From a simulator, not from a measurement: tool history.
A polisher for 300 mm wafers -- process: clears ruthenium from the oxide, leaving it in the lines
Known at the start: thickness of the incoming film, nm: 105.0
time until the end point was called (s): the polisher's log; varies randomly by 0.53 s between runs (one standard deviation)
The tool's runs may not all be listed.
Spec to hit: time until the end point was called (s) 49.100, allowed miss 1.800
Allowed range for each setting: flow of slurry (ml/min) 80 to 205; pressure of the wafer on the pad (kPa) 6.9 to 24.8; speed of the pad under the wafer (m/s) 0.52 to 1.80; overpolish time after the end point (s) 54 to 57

| run | hour | flow of slurry (ml/min) | pressure of the wafer on the pad (kPa) | speed of the pad under the wafer (m/s) | overpolish time after the end point (s) | time until the end point was called (s) |
|---|---|---|---|---|---|---|
| 1 | 0.0 | 135 | 15.9 | 1.16 | 54 | 64.803 |
| 2 | 4.6 | 135 | 15.9 | 1.40 | 54 | 53.666 |
| 3 | 12.6 | 135 | 15.9 | 1.14 | 54 | 65.961 |
| 4 | 19.2 | 135 | 15.9 | 1.02 | 54 | 74.948 |
| 5 | 22.7 | 135 | 16.5 | 1.02 | 54 | 69.618 |
|  | 28.0 | worn pad replaced by a new one |
| 6 | 28.0 | 135 | 17.2 | 1.02 | 54 | 61.779 |
| 7 | 30.0 | 145 | 18.6 | 1.02 | 54 | 57.199 |
| 8 | 33.9 | 145 | 20.0 | 1.02 | 54 | 54.074 |
| 9 | 36.0 | 150 | 20.7 | 1.02 | 54 | 50.196 |

Below are 4 possible settings for the next run. Only one of them brings all results inside the allowed miss of their targets. Which is it?
| A | 38.1 | 160 | 23.4 | 0.86 | 54 | ? |
| B | 38.1 | 155 | 19.3 | 1.00 | 57 | ? |
| C | 38.1 | 140 | 21.4 | 1.04 | 54 | ? |
| D | 38.1 | 140 | 20.7 | 0.98 | 54 | ? |

| move | time until the end point was called (s) |
|---|---|
| A | 53.263 |
| B | 54.772 |
| C | 49.270 |
| D | 53.675 |
A: moves away from the targets compared with the last run
B: moves away from the targets compared with the last run
C: all results land within tolerance of their targets
D: moves away from the targets compared with the last run
Go with C: it meets all targets.

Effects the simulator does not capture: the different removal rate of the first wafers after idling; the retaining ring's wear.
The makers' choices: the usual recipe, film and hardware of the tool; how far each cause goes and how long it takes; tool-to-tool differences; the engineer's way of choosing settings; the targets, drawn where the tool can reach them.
